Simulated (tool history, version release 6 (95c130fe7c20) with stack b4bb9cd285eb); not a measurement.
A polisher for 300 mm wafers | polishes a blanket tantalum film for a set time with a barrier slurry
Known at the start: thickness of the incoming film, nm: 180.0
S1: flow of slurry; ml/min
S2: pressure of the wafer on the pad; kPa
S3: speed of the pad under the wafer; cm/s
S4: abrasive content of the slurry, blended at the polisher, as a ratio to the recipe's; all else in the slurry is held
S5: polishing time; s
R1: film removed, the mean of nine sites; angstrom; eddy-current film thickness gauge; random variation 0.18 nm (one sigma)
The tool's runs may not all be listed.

| run | hour | S1 | S2 | S3 | S4 | S5 | R1 |
|---|---|---|---|---|---|---|---|
| 1 | 0.0 | 145 | 9.0 | 88 | 1.0 | 37 | 292.76 |
| 2 | 3.0 | 140 | 8.3 | 88 | 1.0 | 37 | 268.20 |
| 3 | 9.6 | 140 | 8.3 | 88 | 1.0 | 33 | 239.56 |
| 4 | 12.3 | 140 | 6.2 | 88 | 1.0 | 33 | 183.23 |
| 5 | 20.1 | 140 | 6.2 | 88 | 1.0 | 33 | 180.39 |
| 6 | 21.1 | 145 | 6.2 | 88 | 1.0 | 33 | 182.06 |
| 7 | 24.8 | 145 | 6.2 | 88 | 1.0 | 33 | 183.56 |
| 8 | 26.8 | 150 | 6.2 | 88 | 1.0 | 33 | 184.07 |
| 9 | 27.8 | 155 | 6.2 | 88 | 1.0 | 33 | 184.14 |
| 10 | 29.0 | 160 | 6.9 | 88 | 1.0 | 33 | 206.29 |

Run 11 comes next. What will it give?
| 11 | 31.3 | 165 | 6.9 | 88 | 1.0 | 33 | ? |

Run 11 gave R1 204.67 angstrom.

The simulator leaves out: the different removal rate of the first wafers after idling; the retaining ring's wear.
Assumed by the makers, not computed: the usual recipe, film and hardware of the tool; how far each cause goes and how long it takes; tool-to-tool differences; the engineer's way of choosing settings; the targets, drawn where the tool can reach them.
